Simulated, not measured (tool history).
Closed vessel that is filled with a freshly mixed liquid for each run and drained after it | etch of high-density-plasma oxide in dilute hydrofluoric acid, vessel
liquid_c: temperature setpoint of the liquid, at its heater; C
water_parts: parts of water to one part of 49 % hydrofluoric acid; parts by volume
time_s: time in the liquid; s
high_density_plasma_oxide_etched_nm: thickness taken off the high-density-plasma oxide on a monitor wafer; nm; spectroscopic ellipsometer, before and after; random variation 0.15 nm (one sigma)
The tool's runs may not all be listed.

run,hour,liquid_c,water_parts,time_s,high_density_plasma_oxide_etched_nm
1,0,20,65,360,25.424
2,4.6,21,65,360,26.556
3,7.6,22,65,360,27.625
4,16.3,23,65,360,28.71
5,23.4,23,65,285,22.528
6,29.3,23.5,60,285,25.172
7,34.9,24,55,285,28.216
8,43.8,24.5,50,285,32.152
9,45,25,50,285,32.593
# hour 50.8: hydrofluoric acid flow meter replaced
10,50.8,25.5,50,285,35.622
11,53.7,26,50,285,36.348
12,58.1,26.5,50,285,36.965

What does the tool deliver on the next run?
13,67.5,28,45,285,?

{"run 13": {"high_density_plasma_oxide_etched_nm": 44.356}}

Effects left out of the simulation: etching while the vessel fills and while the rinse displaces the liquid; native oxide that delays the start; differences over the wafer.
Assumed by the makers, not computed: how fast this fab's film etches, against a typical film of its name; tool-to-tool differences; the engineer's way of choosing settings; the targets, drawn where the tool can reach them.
